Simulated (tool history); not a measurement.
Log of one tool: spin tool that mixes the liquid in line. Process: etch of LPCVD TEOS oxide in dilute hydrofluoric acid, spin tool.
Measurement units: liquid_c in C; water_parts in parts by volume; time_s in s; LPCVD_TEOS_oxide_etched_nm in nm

Run 1, day 0: liquid_c 25 C, water_parts 115 parts by volume, time_s 15 s. Result: LPCVD_TEOS_oxide_etched_nm 6.8929 nm.
Run 2, day 0.038: liquid_c 25 C, water_parts 80 parts by volume, time_s 15 s. Result: LPCVD_TEOS_oxide_etched_nm 10.44 nm.
Run 3, day 0.408: liquid_c 25 C, water_parts 80 parts by volume, time_s 15 s. Result: LPCVD_TEOS_oxide_etched_nm 10.487 nm.
Run 4, day 0.692: liquid_c 25 C, water_parts 110 parts by volume, time_s 15 s. Result: LPCVD_TEOS_oxide_etched_nm 7.2988 nm.
Run 5, day 0.929: liquid_c 26 C, water_parts 105 parts by volume, time_s 15 s. Result: LPCVD_TEOS_oxide_etched_nm 8.0454 nm.
Run 6, day 1.038: liquid_c 27 C, water_parts 100 parts by volume, time_s 15 s. Result: LPCVD_TEOS_oxide_etched_nm 8.6897 nm.
At day 1.333: thermometer replaced.
Run 7, day 1.333: liquid_c 27.5 C, water_parts 95 parts by volume, time_s 15 s. Result: LPCVD_TEOS_oxide_etched_nm 10.067 nm.
Run 8, day 1.458: liquid_c 28 C, water_parts 90 parts by volume, time_s 15 s. Result: LPCVD_TEOS_oxide_etched_nm 10.656 nm.
Run 9, day 1.679: liquid_c 28.5 C, water_parts 85 parts by volume, time_s 15 s. Result: LPCVD_TEOS_oxide_etched_nm 11.766 nm.

Predict the results of run 10:
Run 10, day 1.771: liquid_c 28.5 C, water_parts 85 parts by volume, time_s 15 s. Result: LPCVD_TEOS_oxide_etched_nm ?.

Run 10 produced LPCVD_TEOS_oxide_etched_nm 11.776 nm.

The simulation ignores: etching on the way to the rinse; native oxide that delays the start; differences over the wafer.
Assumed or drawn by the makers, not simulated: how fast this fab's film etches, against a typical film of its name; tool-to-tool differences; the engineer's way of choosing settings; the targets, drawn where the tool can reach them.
